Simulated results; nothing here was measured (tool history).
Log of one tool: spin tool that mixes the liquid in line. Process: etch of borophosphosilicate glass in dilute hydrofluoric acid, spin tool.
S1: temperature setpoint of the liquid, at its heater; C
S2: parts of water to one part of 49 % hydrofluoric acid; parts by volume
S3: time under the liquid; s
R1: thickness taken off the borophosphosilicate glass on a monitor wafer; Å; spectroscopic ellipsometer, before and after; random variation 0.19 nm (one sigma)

run  hour    S1   S2  S3      R1
  1     0    25  275  95  211.34
  2   8.6  25.5  275  95  210.96
  3  14.5  25.5  340  95  160.24
  4  17.8    27  330  95  175.73
  5  18.6  29.5  330  95  189.94
  6  21.9    30  325  95  196.96
  7  25.7  30.5  320  95   202.7
  8  27.8    31  315  95  209.48

Run 9 comes next. What will it give?
     28.3  -- thermometer replaced
  9  28.3  31.5  310  95   ?

R1: 206.49 Å
